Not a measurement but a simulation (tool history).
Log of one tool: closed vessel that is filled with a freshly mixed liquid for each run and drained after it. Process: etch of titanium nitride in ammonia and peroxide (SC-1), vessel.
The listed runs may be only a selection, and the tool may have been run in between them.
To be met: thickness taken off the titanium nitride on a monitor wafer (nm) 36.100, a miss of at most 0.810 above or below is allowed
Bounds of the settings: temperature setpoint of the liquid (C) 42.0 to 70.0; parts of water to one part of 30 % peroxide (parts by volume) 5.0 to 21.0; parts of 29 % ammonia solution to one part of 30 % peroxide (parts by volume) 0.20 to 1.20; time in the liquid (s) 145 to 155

run	hour	temperature setpoint of the liquid (C)	parts of water to one part of 30 % peroxide (parts by volume)	parts of 29 % ammonia solution to one part of 30 % peroxide (parts by volume)	time in the liquid (s)	thickness taken off the titanium nitride on a monitor wafer (nm)
1	0.0	58.0	11.5	0.75	145	21.473
2	4.5	61.5	11.5	0.75	145	27.364
3	5.6	61.5	11.5	0.75	155	28.766
4	8.9	62.0	11.5	0.75	155	29.769
5	13.6	57.0	11.5	0.75	155	21.347
6	22.1	62.5	11.5	0.75	155	30.863
7	28.5	63.0	11.5	0.75	155	31.722
8	35.4	63.5	11.5	0.75	155	32.970
9	39.1	64.5	11.5	0.75	155	35.098

Which of these 5 next moves meets every target?
A	42.8	64.5	12.5	0.80	155	?
B	42.8	65.0	12.5	0.70	155	?
C	42.8	64.0	10.5	0.85	155	?
D	42.8	64.5	11.0	0.55	155	?
E	42.8	65.0	12.0	0.50	155	?

move	thickness taken off the titanium nitride on a monitor wafer (nm)
A	33.744
B	34.048
C	36.151
D	33.833
E	32.788
A: its largest miss is bigger than the last run's
B: its largest miss is bigger than the last run's
C: meets every target
D: its largest miss is bigger than the last run's
E: its largest miss is bigger than the last run's
Correct choice: C, which meets every target
